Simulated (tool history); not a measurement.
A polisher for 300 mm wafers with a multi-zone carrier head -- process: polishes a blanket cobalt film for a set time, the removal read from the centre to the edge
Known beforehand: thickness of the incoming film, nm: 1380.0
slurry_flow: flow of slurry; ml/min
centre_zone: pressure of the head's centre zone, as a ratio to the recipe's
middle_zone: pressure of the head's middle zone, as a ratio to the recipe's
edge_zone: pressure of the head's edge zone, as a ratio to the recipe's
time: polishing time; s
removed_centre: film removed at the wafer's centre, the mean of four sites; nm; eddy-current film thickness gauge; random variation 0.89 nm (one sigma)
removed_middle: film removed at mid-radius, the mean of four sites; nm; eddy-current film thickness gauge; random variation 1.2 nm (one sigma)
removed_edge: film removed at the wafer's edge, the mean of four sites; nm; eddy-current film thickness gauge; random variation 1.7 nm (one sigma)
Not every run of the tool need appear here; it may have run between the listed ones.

{"run": 1, "day": 0.0, "slurry_flow": 125, "centre_zone": 1.0, "middle_zone": 1.0, "edge_zone": 1.0, "time": 33, "removed_centre": 216.26, "removed_middle": 223.35, "removed_edge": 220.67}
{"run": 2, "day": 0.375, "slurry_flow": 125, "centre_zone": 1.0, "middle_zone": 1.0, "edge_zone": 1.0, "time": 41, "removed_centre": 267.67, "removed_middle": 275.45, "removed_edge": 273.54}
{"run": 3, "day": 0.638, "slurry_flow": 95, "centre_zone": 1.0, "middle_zone": 1.0, "edge_zone": 1.0, "time": 41, "removed_centre": 243.3, "removed_middle": 252.61, "removed_edge": 259.4}
{"run": 4, "day": 0.871, "slurry_flow": 95, "centre_zone": 1.0, "middle_zone": 1.0, "edge_zone": 1.06, "time": 41, "removed_centre": 244.76, "removed_middle": 254.14, "removed_edge": 267.01}
{"run": 5, "day": 1.0, "slurry_flow": 90, "centre_zone": 0.98, "middle_zone": 0.98, "edge_zone": 1.04, "time": 38, "removed_centre": 217.9, "removed_middle": 226.27, "removed_edge": 237.41}
{"run": 6, "day": 1.346, "slurry_flow": 90, "centre_zone": 0.98, "middle_zone": 0.94, "edge_zone": 1.04, "time": 38, "removed_centre": 215.53, "removed_middle": 215.71, "removed_edge": 248.28}
{"run": 7, "day": 1.446, "slurry_flow": 75, "centre_zone": 0.92, "middle_zone": 0.84, "edge_zone": 0.94, "time": 28, "removed_centre": 140.08, "removed_middle": 138.37, "removed_edge": 160.9}
{"run": 8, "day": 1.588, "slurry_flow": 75, "centre_zone": 0.92, "middle_zone": 0.84, "edge_zone": 0.95, "time": 27, "removed_centre": 132.28, "removed_middle": 130.2, "removed_edge": 152.9}

The next listed run, before its measurement:
{"run": 9, "day": 1.938, "slurry_flow": 75, "centre_zone": 0.92, "middle_zone": 0.84, "edge_zone": 0.96, "time": 26, "removed_centre": "?", "removed_middle": "?", "removed_edge": "?"}

{"run 9": {"removed_centre": 128.03, "removed_middle": 126.2, "removed_edge": 156.0}}

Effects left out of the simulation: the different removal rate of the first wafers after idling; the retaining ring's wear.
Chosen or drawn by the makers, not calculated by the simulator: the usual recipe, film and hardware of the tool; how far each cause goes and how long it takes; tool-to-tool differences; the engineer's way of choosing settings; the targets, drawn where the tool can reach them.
